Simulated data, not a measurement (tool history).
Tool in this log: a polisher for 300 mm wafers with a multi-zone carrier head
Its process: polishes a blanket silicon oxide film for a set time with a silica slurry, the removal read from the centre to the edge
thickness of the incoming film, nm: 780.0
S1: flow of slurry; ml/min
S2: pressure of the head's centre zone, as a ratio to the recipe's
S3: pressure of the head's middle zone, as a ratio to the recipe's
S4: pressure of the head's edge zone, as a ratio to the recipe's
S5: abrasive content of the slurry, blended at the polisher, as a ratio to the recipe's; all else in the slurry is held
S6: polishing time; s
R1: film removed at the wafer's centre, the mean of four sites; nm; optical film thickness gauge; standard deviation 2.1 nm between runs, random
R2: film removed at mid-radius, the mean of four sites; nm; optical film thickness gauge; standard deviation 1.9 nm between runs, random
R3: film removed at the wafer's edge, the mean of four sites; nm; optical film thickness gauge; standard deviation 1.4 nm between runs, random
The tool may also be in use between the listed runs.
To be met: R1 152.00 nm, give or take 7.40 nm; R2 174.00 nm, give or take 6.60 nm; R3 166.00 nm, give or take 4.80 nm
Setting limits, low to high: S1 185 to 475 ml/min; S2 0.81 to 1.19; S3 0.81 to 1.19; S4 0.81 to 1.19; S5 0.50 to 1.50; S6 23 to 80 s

Run 1, hour 0.0: S1 305 ml/min, S2 1.00, S3 1.00, S4 1.00, S5 1.00, S6 51 s. Result: R1 234.14 nm, R2 227.75 nm, R3 231.67 nm.
Run 2, hour 6.6: S1 305 ml/min, S2 1.00, S3 1.00, S4 1.00, S5 1.00, S6 40 s. Result: R1 179.13 nm, R2 183.19 nm, R3 183.96 nm.
Run 3, hour 7.2: S1 305 ml/min, S2 1.07, S3 1.00, S4 1.00, S5 1.00, S6 40 s. Result: R1 199.53 nm, R2 181.58 nm, R3 181.70 nm.
Run 4, hour 9.7: S1 300 ml/min, S2 1.02, S3 1.00, S4 0.97, S5 0.95, S6 40 s. Result: R1 180.70 nm, R2 176.25 nm, R3 174.98 nm.
Run 5, hour 14.4: S1 245 ml/min, S2 1.02, S3 1.00, S4 0.97, S5 0.95, S6 40 s. Result: R1 175.15 nm, R2 168.41 nm, R3 169.98 nm.
Run 6, hour 14.9: S1 245 ml/min, S2 1.07, S3 1.00, S4 0.97, S5 0.95, S6 40 s. Result: R1 178.50 nm, R2 172.33 nm, R3 171.82 nm.
Run 7, hour 17.6: S1 230 ml/min, S2 1.04, S3 1.02, S4 0.97, S5 0.95, S6 40 s. Result: R1 171.71 nm, R2 174.15 nm, R3 170.46 nm.
Run 8, hour 18.6: S1 220 ml/min, S2 1.02, S3 1.03, S4 0.97, S5 0.95, S6 40 s. Result: R1 170.03 nm, R2 174.06 nm, R3 167.72 nm.
Run 9, hour 24.6: S1 210 ml/min, S2 0.99, S3 1.04, S4 0.98, S5 0.95, S6 40 s. Result: R1 168.14 nm, R2 179.20 nm, R3 169.86 nm.
Run 10, hour 31.1: S1 205 ml/min, S2 0.96, S3 1.04, S4 0.98, S5 0.95, S6 40 s. Result: R1 161.57 nm, R2 172.54 nm, R3 169.84 nm.

Pick the move, out of 5, that brings all results within their allowed miss; only one does.
Run A, hour 37.6: S1 215 ml/min, S2 0.97, S3 0.93, S4 0.86, S5 1.00, S6 42 s. Result: R1 ?, R2 ?, R3 ?.
Run B, hour 37.6: S1 185 ml/min, S2 0.91, S3 0.99, S4 1.06, S5 0.95, S6 41 s. Result: R1 ?, R2 ?, R3 ?.
Run C, hour 37.6: S1 190 ml/min, S2 0.91, S3 1.02, S4 0.91, S5 0.75, S6 47 s. Result: R1 ?, R2 ?, R3 ?.
Run D, hour 37.6: S1 210 ml/min, S2 1.10, S3 0.99, S4 0.91, S5 0.90, S6 42 s. Result: R1 ?, R2 ?, R3 ?.
Run E, hour 37.6: S1 185 ml/min, S2 0.95, S3 1.06, S4 0.92, S5 1.05, S6 41 s. Result: R1 ?, R2 ?, R3 ?.

move      R1      R2      R3
   A  174.24  169.90  171.80
   B  151.05  165.99  176.91
   C  153.50  172.88  166.68
   D  186.96  169.12  166.67
   E  165.61  184.56  173.28
A: misses by more than the last run did
B: gets the furthest-off result to its target, but another result is out of tolerance
C: each result inside its tolerance
D: misses by more than the last run did
E: misses by more than the last run did
Answer: C

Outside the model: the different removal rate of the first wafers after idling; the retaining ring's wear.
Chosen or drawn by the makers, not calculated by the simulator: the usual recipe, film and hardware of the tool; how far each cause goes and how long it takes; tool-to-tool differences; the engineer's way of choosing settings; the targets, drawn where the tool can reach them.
